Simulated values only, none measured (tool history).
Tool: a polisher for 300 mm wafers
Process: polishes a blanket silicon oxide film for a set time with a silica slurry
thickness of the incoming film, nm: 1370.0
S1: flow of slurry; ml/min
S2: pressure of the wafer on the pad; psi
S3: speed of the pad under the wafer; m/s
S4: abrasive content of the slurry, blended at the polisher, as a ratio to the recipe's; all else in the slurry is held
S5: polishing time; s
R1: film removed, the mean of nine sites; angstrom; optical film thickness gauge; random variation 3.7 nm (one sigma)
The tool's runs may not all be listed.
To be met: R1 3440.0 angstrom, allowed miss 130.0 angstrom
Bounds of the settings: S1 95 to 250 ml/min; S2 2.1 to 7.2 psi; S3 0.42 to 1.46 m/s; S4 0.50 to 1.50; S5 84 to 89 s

run,day,S1,S2,S3,S4,S5,R1
1,0.000,160,4.6,0.94,1.00,84,2639.3
2,0.217,160,4.6,0.94,1.20,84,2826.2
3,0.304,160,4.7,0.94,1.20,84,2837.6
4,0.350,160,4.7,0.94,1.20,84,2896.1
5,0.475,160,4.8,0.94,1.20,84,2924.5
6,0.696,160,4.8,0.94,1.20,89,3179.4
7,0.767,160,4.9,0.94,1.20,89,3142.3
8,1.054,160,5.0,0.94,1.20,89,3228.2

4 next moves are on the table. One of them brings every result within its allowed miss. Which?
A,1.342,175,5.4,0.92,1.20,87,?
B,1.342,180,5.8,1.00,1.15,87,?
C,1.342,185,3.6,1.26,1.30,89,?
D,1.342,195,4.9,1.14,0.95,84,?

move,R1
A,3428.2
B,3857.1
C,3230.6
D,3242.4
A: meets every target
B: takes the result that was furthest off past its target
C: as far off as the last run
D: nearer than the last run, and not there yet
Move A is the one to make.
